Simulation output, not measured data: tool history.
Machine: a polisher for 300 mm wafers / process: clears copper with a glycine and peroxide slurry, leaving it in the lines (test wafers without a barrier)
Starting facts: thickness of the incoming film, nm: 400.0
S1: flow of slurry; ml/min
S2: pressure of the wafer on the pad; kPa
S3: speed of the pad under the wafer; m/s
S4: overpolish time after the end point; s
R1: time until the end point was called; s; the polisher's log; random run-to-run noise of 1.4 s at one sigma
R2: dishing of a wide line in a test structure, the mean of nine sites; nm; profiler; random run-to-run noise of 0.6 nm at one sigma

run  hour   S1    S2    S3  S4      R1      R2
  1     0  175    11  1.24  26  119.96   42.88
  2     7  175    11  1.24  25  116.92  43.253
  3   7.8  175  13.1  1.24  25  104.35  46.024
  4  10.1  175  13.1  1.24  16  103.86   35.11
  5  11.3  175  15.9  1.24  16  88.312  39.303
  6  19.6  175  15.2  1.24  16  93.318  37.652
  7  25.3  175  14.5  1.24  16  94.488  35.704

Run 8, settings as shown, results not yet in. Your forecast:
  8    32  170  12.4  1.22  18   ?   ?

{"run 8": {"R1": 109.77, "R2": 37.388}}
